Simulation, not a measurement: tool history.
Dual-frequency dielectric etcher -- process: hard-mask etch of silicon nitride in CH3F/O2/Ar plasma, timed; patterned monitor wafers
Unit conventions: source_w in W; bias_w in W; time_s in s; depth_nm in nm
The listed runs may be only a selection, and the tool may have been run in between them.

run,day,source_w,bias_w,time_s,depth_nm
1,0.000,410,68,79.0,52.740
2,0.283,410,79,79.0,55.197
3,0.608,460,79,79.0,57.354
4,0.696,460,79,79.0,57.225
5,0.808,500,79,79.0,59.224
6,1.162,460,73,77.5,55.084
7,1.221,430,68,76.5,51.726
8,1.475,430,68,76.5,51.870
9,1.675,410,65,76.0,49.882

Predict the results of run 10:
10,2.004,390,63,75.5,?

Run 10 yielded depth_nm 48.339 nm.
